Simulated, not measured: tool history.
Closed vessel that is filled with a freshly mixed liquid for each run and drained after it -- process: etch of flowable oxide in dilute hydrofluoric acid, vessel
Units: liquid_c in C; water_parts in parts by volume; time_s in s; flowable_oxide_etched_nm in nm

run	day	liquid_c	water_parts	time_s	flowable_oxide_etched_nm
1	0	23	285	600	40.135
2	0.254	24.5	265	600	46.618
3	0.446	26	250	600	52.614
4	0.8	27	240	600	56.908
5	0.892	28	230	600	62.652
6	1.146	28	230	645	66.964

What does the tool deliver on the next run?
7	1.317	28.5	225	645	?

flowable_oxide_etched_nm: 69.802 nm

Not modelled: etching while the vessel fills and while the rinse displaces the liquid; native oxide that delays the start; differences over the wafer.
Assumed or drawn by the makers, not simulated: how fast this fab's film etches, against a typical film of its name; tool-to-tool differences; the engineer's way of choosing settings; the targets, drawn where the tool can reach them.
